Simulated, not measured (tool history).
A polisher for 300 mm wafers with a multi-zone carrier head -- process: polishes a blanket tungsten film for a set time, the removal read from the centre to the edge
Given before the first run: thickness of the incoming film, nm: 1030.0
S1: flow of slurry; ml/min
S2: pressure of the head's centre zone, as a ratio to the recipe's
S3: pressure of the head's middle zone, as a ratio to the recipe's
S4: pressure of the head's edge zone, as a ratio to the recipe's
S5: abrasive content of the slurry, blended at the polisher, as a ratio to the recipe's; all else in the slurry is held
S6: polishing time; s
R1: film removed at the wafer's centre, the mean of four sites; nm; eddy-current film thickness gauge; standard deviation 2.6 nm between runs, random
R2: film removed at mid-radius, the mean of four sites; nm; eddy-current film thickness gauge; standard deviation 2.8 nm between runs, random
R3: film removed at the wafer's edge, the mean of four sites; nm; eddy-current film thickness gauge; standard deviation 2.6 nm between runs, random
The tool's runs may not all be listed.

{"run": 1, "hour": 0.0, "S1": 220, "S2": 1, "S3": 1, "S4": 1, "S5": 1, "S6": 44, "R1": 275.28, "R2": 277.01, "R3": 272.13}
{"run": 2, "hour": 3.0, "S1": 230, "S2": 1.02, "S3": 1.03, "S4": 1.02, "S5": 1.05, "S6": 44, "R1": 288.68, "R2": 291.35, "R3": 279.77}
{"run": 3, "hour": 9.4, "S1": 230, "S2": 1.02, "S3": 1.03, "S4": 1.02, "S5": 1.05, "S6": 35, "R1": 228.87, "R2": 231.72, "R3": 225.02}
{"run": 4, "hour": 11.4, "S1": 230, "S2": 1.07, "S3": 1.03, "S4": 1.02, "S5": 1.05, "S6": 35, "R1": 239.75, "R2": 230.7, "R3": 223.41}
{"run": 5, "hour": 19.0, "S1": 230, "S2": 1.1, "S3": 1.03, "S4": 1.02, "S5": 1.05, "S6": 35, "R1": 247, "R2": 234.16, "R3": 224.73}
{"run": 6, "hour": 23.8, "S1": 240, "S2": 1.11, "S3": 1.05, "S4": 1.04, "S5": 1.1, "S6": 36, "R1": 259.36, "R2": 246.53, "R3": 236.08}

Forecast run 7:
{"run": 7, "hour": 29.8, "S1": 240, "S2": 1.11, "S3": 1.05, "S4": 1.04, "S5": 1.1, "S6": 36, "R1": "?", "R2": "?", "R3": "?"}

Logged for run 7: R1 259.57 nm, R2 242.32 nm, R3 236.48 nm.

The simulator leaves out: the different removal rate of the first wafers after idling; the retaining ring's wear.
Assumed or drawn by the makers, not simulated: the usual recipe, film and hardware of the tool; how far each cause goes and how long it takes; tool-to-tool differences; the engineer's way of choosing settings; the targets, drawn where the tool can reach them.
